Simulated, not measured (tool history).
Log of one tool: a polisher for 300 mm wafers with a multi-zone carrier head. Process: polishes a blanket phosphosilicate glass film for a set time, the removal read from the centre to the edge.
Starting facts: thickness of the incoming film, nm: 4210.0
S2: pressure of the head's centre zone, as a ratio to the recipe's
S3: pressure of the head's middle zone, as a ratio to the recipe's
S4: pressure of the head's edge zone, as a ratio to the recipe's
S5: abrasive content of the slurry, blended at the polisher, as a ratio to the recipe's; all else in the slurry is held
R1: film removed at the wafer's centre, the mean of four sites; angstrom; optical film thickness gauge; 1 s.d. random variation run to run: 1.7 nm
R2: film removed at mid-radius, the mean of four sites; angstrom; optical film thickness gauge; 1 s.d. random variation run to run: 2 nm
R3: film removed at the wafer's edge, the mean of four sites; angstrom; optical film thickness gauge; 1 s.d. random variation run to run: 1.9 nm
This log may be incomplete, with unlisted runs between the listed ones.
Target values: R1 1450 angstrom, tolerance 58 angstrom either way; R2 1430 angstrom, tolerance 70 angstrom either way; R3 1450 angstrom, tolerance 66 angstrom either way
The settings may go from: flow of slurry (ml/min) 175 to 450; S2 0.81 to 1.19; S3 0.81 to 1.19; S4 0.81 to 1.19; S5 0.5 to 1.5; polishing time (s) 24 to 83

{"run": 1, "hour": 0.0, "flow of slurry (ml/min)": 290, "S2": 1, "S3": 1, "S4": 1, "S5": 1, "polishing time (s)": 53, "R1": 3447.3, "R2": 3468.5, "R3": 3558.5}
{"run": 2, "hour": 3.8, "flow of slurry (ml/min)": 290, "S2": 0.96, "S3": 1, "S4": 1, "S5": 1, "polishing time (s)": 53, "R1": 3397.2, "R2": 3559.1, "R3": 3554}
{"run": 3, "hour": 10.7, "flow of slurry (ml/min)": 250, "S2": 0.95, "S3": 0.96, "S4": 0.95, "S5": 0.85, "polishing time (s)": 43, "R1": 2423.2, "R2": 2545.4, "R3": 2576.9}
{"run": 4, "hour": 17.9, "flow of slurry (ml/min)": 250, "S2": 0.95, "S3": 0.96, "S4": 0.95, "S5": 1, "polishing time (s)": 43, "R1": 2607.6, "R2": 2722.8, "R3": 2787}
{"run": 5, "hour": 24.2, "flow of slurry (ml/min)": 250, "S2": 0.96, "S3": 0.94, "S4": 0.92, "S5": 0.85, "polishing time (s)": 37, "R1": 2043.7, "R2": 2094.7, "R3": 2127.9}
{"run": 6, "hour": 32.9, "flow of slurry (ml/min)": 250, "S2": 0.96, "S3": 0.92, "S4": 0.89, "S5": 0.75, "polishing time (s)": 36, "R1": 1924.4, "R2": 1910.7, "R3": 1918.5}
{"run": 7, "hour": 35.1, "flow of slurry (ml/min)": 250, "S2": 0.94, "S3": 0.9, "S4": 0.87, "S5": 0.65, "polishing time (s)": 35, "R1": 1687.6, "R2": 1669.2, "R3": 1719.6}
{"run": 8, "hour": 38.2, "flow of slurry (ml/min)": 250, "S2": 0.94, "S3": 0.9, "S4": 0.85, "S5": 0.6, "polishing time (s)": 34, "R1": 1559.8, "R2": 1548.2, "R3": 1583.4}
{"run": 9, "hour": 46.1, "flow of slurry (ml/min)": 250, "S2": 0.94, "S3": 0.9, "S4": 0.84, "S5": 0.6, "polishing time (s)": 34, "R1": 1548.1, "R2": 1549.2, "R3": 1596.4}
{"run": 10, "hour": 48.2, "flow of slurry (ml/min)": 250, "S2": 0.94, "S3": 0.9, "S4": 0.84, "S5": 0.6, "polishing time (s)": 34, "R1": 1554.4, "R2": 1565.4, "R3": 1576.4}

Which of these 5 next moves meets every target?
{"run": "A", "hour": 50.3, "flow of slurry (ml/min)": 275, "S2": 0.91, "S3": 0.82, "S4": 0.87, "S5": 0.55, "polishing time (s)": 35, "R1": "?", "R2": "?", "R3": "?"}
{"run": "B", "hour": 50.3, "flow of slurry (ml/min)": 185, "S2": 0.96, "S3": 0.91, "S4": 0.83, "S5": 0.8, "polishing time (s)": 28, "R1": "?", "R2": "?", "R3": "?"}
{"run": "C", "hour": 50.3, "flow of slurry (ml/min)": 310, "S2": 1.04, "S3": 0.85, "S4": 0.93, "S5": 0.65, "polishing time (s)": 27, "R1": "?", "R2": "?", "R3": "?"}
{"run": "D", "hour": 50.3, "flow of slurry (ml/min)": 250, "S2": 0.99, "S3": 0.81, "S4": 0.88, "S5": 0.7, "polishing time (s)": 30, "R1": "?", "R2": "?", "R3": "?"}
{"run": "E", "hour": 50.3, "flow of slurry (ml/min)": 275, "S2": 1.16, "S3": 1.06, "S4": 0.81, "S5": 0.55, "polishing time (s)": 29, "R1": "?", "R2": "?", "R3": "?"}

move=A R1=1498.9 R2=1467.8 R3=1543.8
move=B R1=1460.3 R2=1485.5 R3=1424.3
move=C R1=1480.1 R2=1301.5 R3=1366.7
move=D R1=1585.6 R2=1413.4 R3=1514.6
move=E R1=1588.7 R2=1504.9 R3=1235.3
A: the furthest-off result lands on target, but another misses its tolerance
B: meets every target
C: the result that was furthest off in the last run now lies on the other side of its target
D: the furthest-off result lands on target, but another misses its tolerance
E: the biggest miss grows against the last run
Go with B: it meets all targets.
